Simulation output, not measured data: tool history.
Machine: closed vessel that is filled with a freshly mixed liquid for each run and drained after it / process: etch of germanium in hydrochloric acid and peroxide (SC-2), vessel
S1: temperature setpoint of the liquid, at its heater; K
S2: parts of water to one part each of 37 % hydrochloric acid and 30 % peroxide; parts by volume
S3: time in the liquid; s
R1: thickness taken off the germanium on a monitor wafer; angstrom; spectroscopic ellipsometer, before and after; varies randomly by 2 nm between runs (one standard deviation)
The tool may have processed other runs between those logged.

{"run": 1, "hour": 0.0, "S1": 336.15, "S2": 7.0, "S3": 105, "R1": 3823.3}
{"run": 2, "hour": 3.4, "S1": 337.15, "S2": 7.0, "S3": 105, "R1": 3937.5}
{"run": 3, "hour": 5.9, "S1": 337.65, "S2": 7.0, "S3": 105, "R1": 4014.8}
{"run": 4, "hour": 10.1, "S1": 337.65, "S2": 9.5, "S3": 105, "R1": 3903.0}
{"run": 5, "hour": 13.9, "S1": 331.15, "S2": 9.5, "S3": 105, "R1": 3236.9}
{"run": 6, "hour": 18.7, "S1": 333.65, "S2": 9.5, "S3": 105, "R1": 3466.5}
{"run": 7, "hour": 21.8, "S1": 333.65, "S2": 9.5, "S3": 105, "R1": 3470.0}
{"run": 8, "hour": 24.8, "S1": 335.65, "S2": 9.5, "S3": 105, "R1": 3668.5}
{"run": 9, "hour": 33.6, "S1": 336.65, "S2": 9.5, "S3": 105, "R1": 3780.5}
{"run": 10, "hour": 37.3, "S1": 337.65, "S2": 9.5, "S3": 105, "R1": 3866.2}

What does the tool deliver on the next run?
{"run": 11, "hour": 41.6, "S1": 337.65, "S2": 9.5, "S3": 105, "R1": "?"}

For run 11 the tool returned R1 3915.6 angstrom.
